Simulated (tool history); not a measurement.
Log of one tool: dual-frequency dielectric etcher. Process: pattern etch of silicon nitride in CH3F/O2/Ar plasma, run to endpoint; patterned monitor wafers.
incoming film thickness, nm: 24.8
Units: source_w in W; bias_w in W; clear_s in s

run	hour	source_w	bias_w	clear_s
1	0.0	370	72	37.159
2	5.9	350	71	38.013
3	7.1	350	82	36.246
4	15.8	350	87	35.323
5	21.4	320	85	36.933
6	29.5	290	85	38.385
7	30.7	280	85	39.206
8	32.5	270	85	39.370
9	41.2	260	85	40.036

Run 10 comes next. What will it give?
10	46.6	250	85	?

Run 10 gave clear_s 40.311 s.
